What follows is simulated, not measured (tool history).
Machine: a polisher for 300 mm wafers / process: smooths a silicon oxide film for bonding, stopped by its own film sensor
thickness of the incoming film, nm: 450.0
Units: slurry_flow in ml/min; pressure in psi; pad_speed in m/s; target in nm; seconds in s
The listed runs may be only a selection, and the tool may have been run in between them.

run  hour  slurry_flow  pressure  pad_speed  slurry_solids  target  seconds
  1     0          230       2.1       1.02              1     340   171.53
  2   4.4          230       2.4       1.04              1     340   151.09
  3  11.4          230         2       1.04              1     340   179.97
  4  19.9          205         2       1.04              1     340   180.05
  5    27          205       2.4       1.06              1     340   151.82
  6  29.5          205       2.4        1.2              1     340    135.9
  7  33.2          205       2.6       1.22              1     340   120.92

Expected results for the next run?
  8  35.2          205       2.7       1.22              1     340        ?

seconds: 118.03 s
